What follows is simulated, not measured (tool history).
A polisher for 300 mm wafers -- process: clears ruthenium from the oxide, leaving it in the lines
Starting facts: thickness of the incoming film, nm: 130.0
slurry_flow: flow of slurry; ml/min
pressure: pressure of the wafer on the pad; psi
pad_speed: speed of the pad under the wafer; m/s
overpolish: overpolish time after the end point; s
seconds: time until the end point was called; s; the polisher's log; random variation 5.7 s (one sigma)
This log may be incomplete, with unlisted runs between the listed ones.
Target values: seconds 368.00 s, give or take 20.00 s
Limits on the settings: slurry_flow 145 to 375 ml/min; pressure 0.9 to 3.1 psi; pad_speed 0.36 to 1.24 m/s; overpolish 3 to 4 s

run 1 hour=0.0 | slurry_flow=240 pressure=2.0 pad_speed=0.80 overpolish=4 | seconds=158.01
run 2 hour=6.5 | slurry_flow=235 pressure=1.6 pad_speed=0.72 overpolish=4 | seconds=215.63
run 3 hour=10.9 | slurry_flow=235 pressure=1.4 pad_speed=0.68 overpolish=4 | seconds=256.40
run 4 hour=18.5 | slurry_flow=235 pressure=1.9 pad_speed=0.68 overpolish=4 | seconds=191.52
run 5 hour=21.0 | slurry_flow=235 pressure=1.9 pad_speed=0.68 overpolish=3 | seconds=195.12
run 6 hour=27.1 | slurry_flow=235 pressure=1.6 pad_speed=0.64 overpolish=3 | seconds=247.48
run 7 hour=31.6 | slurry_flow=235 pressure=1.4 pad_speed=0.64 overpolish=3 | seconds=276.42
-- hour=34.8 slurry nozzle cleaned
run 8 hour=34.8 | slurry_flow=235 pressure=1.2 pad_speed=0.64 overpolish=3 | seconds=320.25

Consider the 5 candidate settings below. Which is the only one whose results all fall within their allowed miss of target?
run A hour=38.0 | slurry_flow=255 pressure=1.4 pad_speed=0.62 overpolish=3 | seconds=?
run B hour=38.0 | slurry_flow=235 pressure=1.1 pad_speed=0.74 overpolish=4 | seconds=?
run C hour=38.0 | slurry_flow=225 pressure=0.9 pad_speed=0.64 overpolish=3 | seconds=?
run D hour=38.0 | slurry_flow=205 pressure=1.2 pad_speed=0.54 overpolish=3 | seconds=?
run E hour=38.0 | slurry_flow=210 pressure=1.2 pad_speed=0.68 overpolish=3 | seconds=?

move=A seconds=271.38
move=B seconds=290.06
move=C seconds=404.78
move=D seconds=366.61
move=E seconds=293.05
A: further off than the last run
B: further off than the last run
C: takes the biggest miss from the last run beyond its target
D: each result inside its tolerance
E: further off than the last run
Correct choice: D, which meets every target
